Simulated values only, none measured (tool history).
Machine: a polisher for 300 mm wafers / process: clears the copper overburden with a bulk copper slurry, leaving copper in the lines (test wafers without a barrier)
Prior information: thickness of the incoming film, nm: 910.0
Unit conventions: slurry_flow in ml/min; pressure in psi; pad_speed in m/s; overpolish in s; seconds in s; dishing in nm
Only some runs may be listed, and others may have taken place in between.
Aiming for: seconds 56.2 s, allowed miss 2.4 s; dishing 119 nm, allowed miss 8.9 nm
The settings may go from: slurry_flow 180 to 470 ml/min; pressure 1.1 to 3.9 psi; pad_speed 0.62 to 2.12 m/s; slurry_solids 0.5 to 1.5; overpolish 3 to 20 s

Run 1, hour 0: slurry_flow 300 ml/min, pressure 2.5 psi, pad_speed 1.36 m/s, slurry_solids 1, overpolish 10 s. Result: seconds 91.947 s, dishing 58.014 nm.
Run 2, hour 7.3: slurry_flow 235 ml/min, pressure 2.5 psi, pad_speed 1.36 m/s, slurry_solids 1, overpolish 10 s. Result: seconds 95.363 s, dishing 57.858 nm.
Run 3, hour 10.1: slurry_flow 235 ml/min, pressure 2.8 psi, pad_speed 1.36 m/s, slurry_solids 1, overpolish 10 s. Result: seconds 86.121 s, dishing 61.435 nm.
Run 4, hour 14.9: slurry_flow 235 ml/min, pressure 2.3 psi, pad_speed 1.36 m/s, slurry_solids 1, overpolish 10 s. Result: seconds 98.749 s, dishing 56.353 nm.
Run 5, hour 17.3: slurry_flow 235 ml/min, pressure 2.8 psi, pad_speed 1.44 m/s, slurry_solids 1, overpolish 11 s. Result: seconds 81.612 s, dishing 71.423 nm.
At hour 20.5: slurry blender recalibrated.
Run 6, hour 20.5: slurry_flow 235 ml/min, pressure 3.2 psi, pad_speed 1.46 m/s, slurry_solids 1, overpolish 12 s. Result: seconds 68.907 s, dishing 86.421 nm.
Run 7, hour 24.4: slurry_flow 235 ml/min, pressure 3.4 psi, pad_speed 1.46 m/s, slurry_solids 1, overpolish 13 s. Result: seconds 65.455 s, dishing 94.058 nm.
Run 8, hour 25.5: slurry_flow 235 ml/min, pressure 3.5 psi, pad_speed 1.46 m/s, slurry_solids 1, overpolish 14 s. Result: seconds 63.379 s, dishing 99.69 nm.
Run 9, hour 29.8: slurry_flow 235 ml/min, pressure 3.6 psi, pad_speed 1.46 m/s, slurry_solids 1, overpolish 15 s. Result: seconds 60.603 s, dishing 112.19 nm.
Run 10, hour 31.4: slurry_flow 235 ml/min, pressure 3.7 psi, pad_speed 1.46 m/s, slurry_solids 1, overpolish 15 s. Result: seconds 61.059 s, dishing 111.36 nm.
Run 11, hour 39.4: slurry_flow 235 ml/min, pressure 3.8 psi, pad_speed 1.46 m/s, slurry_solids 1, overpolish 15 s. Result: seconds 59.377 s, dishing 111.79 nm.

5 next moves are on the table. One of them brings every result within its allowed miss. Which?
Run A, hour 47.4: slurry_flow 245 ml/min, pressure 3.9 psi, pad_speed 1.52 m/s, slurry_solids 0.95, overpolish 16 s. Result: seconds ?, dishing ?.
Run B, hour 47.4: slurry_flow 240 ml/min, pressure 3.1 psi, pad_speed 1.48 m/s, slurry_solids 1.1, overpolish 18 s. Result: seconds ?, dishing ?.
Run C, hour 47.4: slurry_flow 275 ml/min, pressure 3.8 psi, pad_speed 1.38 m/s, slurry_solids 1, overpolish 13 s. Result: seconds ?, dishing ?.
Run D, hour 47.4: slurry_flow 245 ml/min, pressure 3.9 psi, pad_speed 1.32 m/s, slurry_solids 1.1, overpolish 18 s. Result: seconds ?, dishing ?.
Run E, hour 47.4: slurry_flow 265 ml/min, pressure 3.3 psi, pad_speed 1.62 m/s, slurry_solids 0.95, overpolish 19 s. Result: seconds ?, dishing ?.

move  seconds  dishing
   A   56.989   122.01
   B    66.46   115.74
   C   61.758   101.81
   D   61.995   124.35
   E   60.456   126.52
A: all results in spec
B: further off than the last run
C: further off than the last run
D: further off than the last run
E: further off than the last run
Answer: A
